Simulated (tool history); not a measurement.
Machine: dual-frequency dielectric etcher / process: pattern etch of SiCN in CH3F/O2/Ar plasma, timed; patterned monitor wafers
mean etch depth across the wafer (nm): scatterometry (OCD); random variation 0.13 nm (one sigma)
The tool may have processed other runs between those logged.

| run | day | source power (W) | bias power (W) | etch time (s) | mean etch depth across the wafer (nm) |
|---|---|---|---|---|---|
| 1 | 0.000 | 340 | 99 | 72.5 | 29.359 |
| 2 | 0.317 | 340 | 89 | 72.5 | 28.380 |
| 3 | 0.512 | 300 | 89 | 72.5 | 27.067 |
| 4 | 0.625 | 340 | 93 | 72.5 | 28.768 |
| 5 | 0.808 | 370 | 96 | 72.5 | 29.740 |
| 6 | 0.921 | 420 | 96 | 72.5 | 31.428 |

What does the tool deliver on the next run?
| 7 | 0.979 | 430 | 98 | 72.5 | ? |

For run 7 the tool returned mean etch depth across the wafer (nm) 31.662.
